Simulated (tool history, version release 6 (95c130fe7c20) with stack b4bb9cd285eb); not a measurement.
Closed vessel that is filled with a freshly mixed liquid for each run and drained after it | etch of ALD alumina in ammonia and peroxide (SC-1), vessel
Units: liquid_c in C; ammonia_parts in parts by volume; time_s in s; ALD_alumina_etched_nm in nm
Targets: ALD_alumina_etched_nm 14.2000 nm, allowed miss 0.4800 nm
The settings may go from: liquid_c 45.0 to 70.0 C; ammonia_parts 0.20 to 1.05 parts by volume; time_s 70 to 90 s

Run 1, hour 0.0: liquid_c 61.0 C, ammonia_parts 0.55 parts by volume, time_s 90 s. Result: ALD_alumina_etched_nm 9.2656 nm.
Run 2, hour 1.1: liquid_c 54.0 C, ammonia_parts 0.55 parts by volume, time_s 90 s. Result: ALD_alumina_etched_nm 6.2739 nm.
Run 3, hour 5.6: liquid_c 50.0 C, ammonia_parts 0.55 parts by volume, time_s 90 s. Result: ALD_alumina_etched_nm 5.1349 nm.
Run 4, hour 9.2: liquid_c 50.0 C, ammonia_parts 0.55 parts by volume, time_s 70 s. Result: ALD_alumina_etched_nm 3.9952 nm.
Run 5, hour 13.0: liquid_c 56.0 C, ammonia_parts 0.55 parts by volume, time_s 70 s. Result: ALD_alumina_etched_nm 5.5203 nm.
Run 6, hour 21.4: liquid_c 60.5 C, ammonia_parts 0.60 parts by volume, time_s 75 s. Result: ALD_alumina_etched_nm 7.4785 nm.
Run 7, hour 23.7: liquid_c 63.5 C, ammonia_parts 0.55 parts by volume, time_s 80 s. Result: ALD_alumina_etched_nm 9.2953 nm.
Run 8, hour 31.9: liquid_c 65.5 C, ammonia_parts 0.55 parts by volume, time_s 85 s. Result: ALD_alumina_etched_nm 10.6970 nm.

4 next moves are on the table. One of them brings every result within its allowed miss. Which?
Run A, hour 40.1: liquid_c 70.0 C, ammonia_parts 0.45 parts by volume, time_s 75 s. Result: ALD_alumina_etched_nm ?.
Run B, hour 40.1: liquid_c 70.0 C, ammonia_parts 0.60 parts by volume, time_s 80 s. Result: ALD_alumina_etched_nm ?.
Run C, hour 40.1: liquid_c 68.0 C, ammonia_parts 0.60 parts by volume, time_s 90 s. Result: ALD_alumina_etched_nm ?.
Run D, hour 40.1: liquid_c 70.0 C, ammonia_parts 0.50 parts by volume, time_s 90 s. Result: ALD_alumina_etched_nm ?.

move  ALD_alumina_etched_nm
   A                11.6630
   B                12.7820
   C                13.0550
   D                14.1350
A: nearer than the last run, and not there yet
B: nearer than the last run, and not there yet
C: nearer than the last run, and not there yet
D: meets every target
Answer: D

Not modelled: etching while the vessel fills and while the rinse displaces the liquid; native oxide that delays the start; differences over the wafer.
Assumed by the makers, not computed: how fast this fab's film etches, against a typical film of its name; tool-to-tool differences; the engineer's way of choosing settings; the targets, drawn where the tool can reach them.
